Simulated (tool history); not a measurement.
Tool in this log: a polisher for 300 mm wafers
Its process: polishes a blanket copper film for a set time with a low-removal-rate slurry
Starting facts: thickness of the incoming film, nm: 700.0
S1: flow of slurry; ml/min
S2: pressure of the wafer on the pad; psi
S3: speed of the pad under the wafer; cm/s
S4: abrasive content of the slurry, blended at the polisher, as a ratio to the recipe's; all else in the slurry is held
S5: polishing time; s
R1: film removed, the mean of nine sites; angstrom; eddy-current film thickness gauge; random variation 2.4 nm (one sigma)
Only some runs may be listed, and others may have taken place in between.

run  hour   S1   S2   S3  S4  S5      R1
  1     0  235  2.4  112   1  63  1526.2
  2   7.4  235  1.9  112   1  63  1334.6
  3     8  235  1.9  100   1  63  1195.4
  4  13.1  235  2.3  102   1  63  1417.4
  5  17.5  235  2.6  104   1  63  1543.7
  6  26.3  235  2.6  104   1  63  1538.6
  7    32  235  2.8  106   1  63    1657
  8  32.7  235    3  108   1  63    1789

Predict the results of run 9:
  9    40  235  3.1  110   1  63   ?

{"run 9": {"R1": 1873.3}}
